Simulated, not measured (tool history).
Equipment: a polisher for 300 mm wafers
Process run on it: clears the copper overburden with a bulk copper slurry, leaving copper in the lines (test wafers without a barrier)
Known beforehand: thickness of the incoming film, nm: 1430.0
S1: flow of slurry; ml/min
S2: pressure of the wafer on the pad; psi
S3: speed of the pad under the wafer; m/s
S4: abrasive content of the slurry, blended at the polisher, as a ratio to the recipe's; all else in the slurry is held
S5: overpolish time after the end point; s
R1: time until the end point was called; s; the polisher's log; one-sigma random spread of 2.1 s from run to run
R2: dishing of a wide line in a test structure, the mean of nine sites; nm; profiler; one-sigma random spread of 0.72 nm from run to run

run	hour	S1	S2	S3	S4	S5	R1	R2
1	0	160	2.7	1.08	1	12	153.86	70.18
2	0.5	165	2.5	1.2	1	9	160.46	54.523
3	6.5	165	2.5	1.06	1	9	169.23	51.41
4	13.9	195	2.6	1.08	1.15	7	156.32	45.059
5	14.9	195	2.6	1.08	1	7	152.49	44.024
6	19.8	210	2.7	1.08	0.95	7	153.38	44.645
7	21.4	215	2.9	1.08	0.95	6	143.92	43.428

What does the tool deliver on the next run?
8	23.4	235	3.4	1.1	0.95	4	?	?

Run 8 yielded R1 121.44 s, R2 34.587 nm.

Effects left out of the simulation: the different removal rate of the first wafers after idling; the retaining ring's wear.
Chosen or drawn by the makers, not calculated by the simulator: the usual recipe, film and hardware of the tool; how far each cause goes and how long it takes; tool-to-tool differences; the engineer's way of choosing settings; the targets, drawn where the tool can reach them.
